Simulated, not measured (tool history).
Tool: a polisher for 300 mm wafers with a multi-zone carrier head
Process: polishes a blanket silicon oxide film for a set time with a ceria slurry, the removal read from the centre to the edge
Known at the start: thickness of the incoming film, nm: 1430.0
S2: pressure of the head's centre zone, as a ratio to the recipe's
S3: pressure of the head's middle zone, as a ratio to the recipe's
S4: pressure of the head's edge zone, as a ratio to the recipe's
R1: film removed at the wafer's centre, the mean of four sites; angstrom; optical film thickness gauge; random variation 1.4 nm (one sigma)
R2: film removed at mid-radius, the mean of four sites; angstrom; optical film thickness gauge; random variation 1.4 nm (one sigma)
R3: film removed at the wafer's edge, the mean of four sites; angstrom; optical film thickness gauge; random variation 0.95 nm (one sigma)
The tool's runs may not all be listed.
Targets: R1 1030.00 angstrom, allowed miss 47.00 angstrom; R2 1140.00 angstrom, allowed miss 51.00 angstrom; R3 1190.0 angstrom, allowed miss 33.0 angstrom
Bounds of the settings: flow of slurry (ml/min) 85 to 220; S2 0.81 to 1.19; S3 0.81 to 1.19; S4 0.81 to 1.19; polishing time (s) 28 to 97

Run 1, hour 0.0: flow of slurry (ml/min) 140, S2 1.00, S3 1.00, S4 1.00, polishing time (s) 62. Result: R1 1856.30 angstrom, R2 1868.30 angstrom, R3 1904.3 angstrom.
Run 2, hour 8.3: flow of slurry (ml/min) 140, S2 1.00, S3 1.00, S4 0.97, polishing time (s) 62. Result: R1 1895.00 angstrom, R2 1951.60 angstrom, R3 1873.5 angstrom.
Run 3, hour 8.9: flow of slurry (ml/min) 140, S2 1.00, S3 1.00, S4 0.97, polishing time (s) 76. Result: R1 2360.00 angstrom, R2 2311.80 angstrom, R3 2321.7 angstrom.
Run 4, hour 17.7: flow of slurry (ml/min) 140, S2 1.00, S3 1.00, S4 0.97, polishing time (s) 88. Result: R1 2674.50 angstrom, R2 2639.90 angstrom, R3 2657.5 angstrom.
Run 5, hour 21.0: flow of slurry (ml/min) 130, S2 0.97, S3 0.97, S4 0.96, polishing time (s) 74. Result: R1 2168.20 angstrom, R2 2159.80 angstrom, R3 2196.9 angstrom.
Run 6, hour 26.7: flow of slurry (ml/min) 145, S2 0.97, S3 0.97, S4 0.96, polishing time (s) 74. Result: R1 2230.10 angstrom, R2 2220.80 angstrom, R3 2268.1 angstrom.
Run 7, hour 28.8: flow of slurry (ml/min) 105, S2 0.87, S3 0.90, S4 0.88, polishing time (s) 56. Result: R1 1389.10 angstrom, R2 1473.90 angstrom, R3 1541.0 angstrom.
Run 8, hour 29.5: flow of slurry (ml/min) 85, S2 0.81, S3 0.87, S4 0.83, polishing time (s) 40. Result: R1 863.45 angstrom, R2 931.79 angstrom, R3 1042.9 angstrom.
Run 9, hour 35.4: flow of slurry (ml/min) 100, S2 0.81, S3 0.88, S4 0.84, polishing time (s) 40. Result: R1 904.81 angstrom, R2 1003.50 angstrom, R3 1076.1 angstrom.
Run 10, hour 42.5: flow of slurry (ml/min) 110, S2 0.81, S3 0.88, S4 0.85, polishing time (s) 40. Result: R1 916.76 angstrom, R2 1043.40 angstrom, R3 1080.0 angstrom.
Run 11, hour 45.9: flow of slurry (ml/min) 115, S2 0.82, S3 0.88, S4 0.88, polishing time (s) 40. Result: R1 958.92 angstrom, R2 1055.60 angstrom, R3 1140.8 angstrom.
At hour 51.7: worn pad replaced by a new one.
Run 12, hour 51.7: flow of slurry (ml/min) 120, S2 0.82, S3 0.88, S4 0.88, polishing time (s) 40. Result: R1 1088.30 angstrom, R2 1208.40 angstrom, R3 1279.7 angstrom.
Run 13, hour 58.6: flow of slurry (ml/min) 115, S2 0.83, S3 0.89, S4 0.88, polishing time (s) 40. Result: R1 1085.00 angstrom, R2 1171.10 angstrom, R3 1252.9 angstrom.
Run 14, hour 65.9: flow of slurry (ml/min) 115, S2 0.83, S3 0.90, S4 0.88, polishing time (s) 40. Result: R1 1090.80 angstrom, R2 1193.40 angstrom, R3 1241.4 angstrom.
Run 15, hour 66.4: flow of slurry (ml/min) 110, S2 0.83, S3 0.90, S4 0.88, polishing time (s) 40. Result: R1 1058.50 angstrom, R2 1196.60 angstrom, R3 1234.4 angstrom.
Run 16, hour 75.2: flow of slurry (ml/min) 105, S2 0.84, S3 0.90, S4 0.87, polishing time (s) 40. Result: R1 1057.40 angstrom, R2 1167.00 angstrom, R3 1227.1 angstrom.
Run 17, hour 77.7: flow of slurry (ml/min) 110, S2 0.83, S3 0.90, S4 0.86, polishing time (s) 41. Result: R1 1088.90 angstrom, R2 1205.20 angstrom, R3 1261.0 angstrom.
Run 18, hour 83.4: flow of slurry (ml/min) 105, S2 0.83, S3 0.90, S4 0.85, polishing time (s) 41. Result: R1 1089.70 angstrom, R2 1211.90 angstrom, R3 1247.5 angstrom.
Run 19, hour 84.0: flow of slurry (ml/min) 100, S2 0.83, S3 0.90, S4 0.85, polishing time (s) 41. Result: R1 1065.30 angstrom, R2 1162.20 angstrom, R3 1225.1 angstrom.
Run 20, hour 87.5: flow of slurry (ml/min) 100, S2 0.83, S3 0.90, S4 0.84, polishing time (s) 41. Result: R1 1082.10 angstrom, R2 1178.20 angstrom, R3 1235.6 angstrom.

4 next moves are on the table. One of them brings every result within its allowed miss. Which?
Run A, hour 91.0: flow of slurry (ml/min) 100, S2 0.83, S3 0.90, S4 0.85, polishing time (s) 40. Result: R1 ?, R2 ?, R3 ?.
Run B, hour 91.0: flow of slurry (ml/min) 85, S2 0.94, S3 0.88, S4 0.84, polishing time (s) 43. Result: R1 ?, R2 ?, R3 ?.
Run C, hour 91.0: flow of slurry (ml/min) 85, S2 0.85, S3 0.90, S4 0.87, polishing time (s) 44. Result: R1 ?, R2 ?, R3 ?.
Run D, hour 91.0: flow of slurry (ml/min) 95, S2 0.84, S3 0.85, S4 0.84, polishing time (s) 43. Result: R1 ?, R2 ?, R3 ?.

move       R1       R2      R3
   A  1038.20  1166.10  1215.4
   B  1188.80  1165.30  1254.4
   C  1099.10  1215.30  1303.5
   D  1108.60  1176.70  1286.6
A: meets every target
B: further off than the last run
C: further off than the last run
D: further off than the last run
Answer: A

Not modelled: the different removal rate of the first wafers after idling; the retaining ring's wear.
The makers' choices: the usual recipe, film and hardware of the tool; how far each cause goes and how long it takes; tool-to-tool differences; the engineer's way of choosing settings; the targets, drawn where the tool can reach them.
